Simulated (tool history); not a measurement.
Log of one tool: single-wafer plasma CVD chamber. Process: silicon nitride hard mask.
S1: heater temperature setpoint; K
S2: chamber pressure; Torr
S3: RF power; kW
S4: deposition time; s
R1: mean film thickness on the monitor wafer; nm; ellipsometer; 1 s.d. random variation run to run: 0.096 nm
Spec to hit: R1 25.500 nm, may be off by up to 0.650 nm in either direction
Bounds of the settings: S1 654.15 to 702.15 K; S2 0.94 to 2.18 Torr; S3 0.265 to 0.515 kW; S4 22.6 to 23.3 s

| run | hour | S1 | S2 | S3 | S4 | R1 |
|---|---|---|---|---|---|---|
| 1 | 0.0 | 678.15 | 1.56 | 0.390 | 22.6 | 30.411 |
| 2 | 3.8 | 678.15 | 1.49 | 0.380 | 22.6 | 29.656 |
| 3 | 8.1 | 669.15 | 1.49 | 0.380 | 22.6 | 29.737 |
| 4 | 15.5 | 660.15 | 1.49 | 0.380 | 22.6 | 29.865 |
| 5 | 19.9 | 660.15 | 1.49 | 0.340 | 22.6 | 28.178 |
| 6 | 22.9 | 660.15 | 1.43 | 0.335 | 22.6 | 27.372 |
| 7 | 27.7 | 660.15 | 1.43 | 0.335 | 22.6 | 27.668 |
| 8 | 36.0 | 660.15 | 1.38 | 0.330 | 22.6 | 26.932 |
| 9 | 41.9 | 660.15 | 1.35 | 0.330 | 22.6 | 26.821 |
| 10 | 43.6 | 660.15 | 1.15 | 0.315 | 22.6 | 24.631 |
| 11 | 46.5 | 660.15 | 1.17 | 0.315 | 22.6 | 24.726 |

Below are 5 possible settings for the next run. Only one of them brings all results inside the allowed miss of their targets. Which is it?
| A | 49.4 | 657.15 | 1.27 | 0.290 | 22.6 | ? |
| B | 49.4 | 658.15 | 1.31 | 0.285 | 23.3 | ? |
| C | 49.4 | 654.15 | 1.13 | 0.295 | 22.8 | ? |
| D | 49.4 | 662.15 | 1.07 | 0.310 | 22.6 | ? |
| E | 49.4 | 662.15 | 1.13 | 0.300 | 22.6 | ? |

| move | R1 |
|---|---|
| A | 24.348 |
| B | 25.126 |
| C | 23.780 |
| D | 23.643 |
| E | 23.719 |
A: its largest miss is bigger than the last run's
B: every result lands within tolerance
C: its largest miss is bigger than the last run's
D: its largest miss is bigger than the last run's
E: its largest miss is bigger than the last run's
B meets every target.
